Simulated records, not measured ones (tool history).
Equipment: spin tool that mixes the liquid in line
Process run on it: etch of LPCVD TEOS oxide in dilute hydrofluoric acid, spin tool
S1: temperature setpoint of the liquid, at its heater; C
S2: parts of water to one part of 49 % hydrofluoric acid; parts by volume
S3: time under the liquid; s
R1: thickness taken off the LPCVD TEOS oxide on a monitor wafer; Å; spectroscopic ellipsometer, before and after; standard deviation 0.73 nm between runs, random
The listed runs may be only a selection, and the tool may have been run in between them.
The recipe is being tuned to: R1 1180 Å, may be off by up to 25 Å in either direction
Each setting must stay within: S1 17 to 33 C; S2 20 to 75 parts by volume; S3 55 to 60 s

run 1 hour=0 | S1=25 S2=45 S3=55 | R1=698.02
run 2 hour=8.5 | S1=27 S2=45 S3=55 | R1=751.86
run 3 hour=9.3 | S1=28.5 S2=40 S3=55 | R1=903.99
run 4 hour=17.7 | S1=30 S2=40 S3=55 | R1=953.21
run 5 hour=21.1 | S1=31 S2=40 S3=55 | R1=1017.7
run 6 hour=27.3 | S1=31.5 S2=40 S3=55 | R1=1033.7
run 7 hour=33.3 | S1=32 S2=40 S3=55 | R1=1036.2
run 8 hour=40.6 | S1=32.5 S2=40 S3=55 | R1=1058.1
run 9 hour=44.7 | S1=33 S2=40 S3=55 | R1=1085.4
-- hour=51 thermometer replaced
run 10 hour=51 | S1=33 S2=35 S3=55 | R1=1158.5
run 11 hour=52.7 | S1=33 S2=35 S3=55 | R1=1161.3
run 12 hour=54.9 | S1=32.5 S2=35 S3=55 | R1=1132.2
run 13 hour=56.3 | S1=33 S2=35 S3=55 | R1=1150
run 14 hour=61.8 | S1=33 S2=30 S3=55 | R1=1365.5

Of the 4 settings listed for the next run, only one would bring every result within its allowed miss of target. Which one?
run A hour=67.3 | S1=31 S2=25 S3=60 | R1=?
run B hour=67.3 | S1=32 S2=25 S3=60 | R1=?
run C hour=67.3 | S1=31 S2=25 S3=55 | R1=?
run D hour=67.3 | S1=31.5 S2=35 S3=60 | R1=?

move=A R1=1658.1
move=B R1=1725.4
move=C R1=1519.9
move=D R1=1188.5
A: lands further from the targets than the last run did
B: lands further from the targets than the last run did
C: lands further from the targets than the last run did
D: hits every target within its allowed miss
Correct choice: D, which meets every target

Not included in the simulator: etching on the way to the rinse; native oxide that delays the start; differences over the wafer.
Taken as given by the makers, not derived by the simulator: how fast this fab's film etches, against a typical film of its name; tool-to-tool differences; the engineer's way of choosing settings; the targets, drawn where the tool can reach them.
